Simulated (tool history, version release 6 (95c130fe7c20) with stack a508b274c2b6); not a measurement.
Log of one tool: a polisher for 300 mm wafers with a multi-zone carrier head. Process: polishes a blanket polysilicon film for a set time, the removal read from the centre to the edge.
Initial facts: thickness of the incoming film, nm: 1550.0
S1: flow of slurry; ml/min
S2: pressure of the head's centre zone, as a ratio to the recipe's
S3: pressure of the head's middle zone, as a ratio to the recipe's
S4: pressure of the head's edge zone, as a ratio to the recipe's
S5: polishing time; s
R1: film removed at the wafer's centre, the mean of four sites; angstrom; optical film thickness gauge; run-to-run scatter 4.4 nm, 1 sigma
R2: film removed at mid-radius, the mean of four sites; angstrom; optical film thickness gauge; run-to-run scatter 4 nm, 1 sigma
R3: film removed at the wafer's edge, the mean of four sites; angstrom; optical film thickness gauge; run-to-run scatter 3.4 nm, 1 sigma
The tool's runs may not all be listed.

run 1 hour=0.0 | S1=185 S2=1.00 S3=1.00 S4=1.00 S5=38 | R1=2987.3 R2=2942.5 R3=2969.5
run 2 hour=8.8 | S1=185 S2=1.00 S3=1.00 S4=1.07 S5=38 | R1=2941.8 R2=2967.0 R3=3096.3
run 3 hour=12.2 | S1=185 S2=1.00 S3=0.97 S4=1.07 S5=38 | R1=2955.4 R2=2857.9 R3=3128.8
run 4 hour=16.5 | S1=195 S2=1.01 S3=1.00 S4=1.10 S5=40 | R1=3179.6 R2=3144.8 R3=3327.6
run 5 hour=17.9 | S1=200 S2=1.01 S3=1.02 S4=1.12 S5=42 | R1=3381.8 R2=3311.5 R3=3584.8
run 6 hour=21.4 | S1=210 S2=1.01 S3=1.06 S4=1.13 S5=43 | R1=3480.3 R2=3528.7 R3=3717.2
run 7 hour=24.6 | S1=220 S2=1.01 S3=1.09 S4=1.14 S5=44 | R1=3619.3 R2=3754.1 R3=3780.0
run 8 hour=28.3 | S1=225 S2=1.01 S3=1.10 S4=1.15 S5=45 | R1=3691.0 R2=3956.9 R3=3919.2
run 9 hour=28.9 | S1=230 S2=1.01 S3=1.10 S4=1.16 S5=45 | R1=3678.7 R2=3885.6 R3=3939.7

The next listed run, before its measurement:
run 10 hour=37.0 | S1=230 S2=1.01 S3=1.11 S4=1.17 S5=46 | R1=? R2=? R3=?

{"run 10": {"R1": 3804.6, "R2": 3966.1, "R3": 4053.4}}

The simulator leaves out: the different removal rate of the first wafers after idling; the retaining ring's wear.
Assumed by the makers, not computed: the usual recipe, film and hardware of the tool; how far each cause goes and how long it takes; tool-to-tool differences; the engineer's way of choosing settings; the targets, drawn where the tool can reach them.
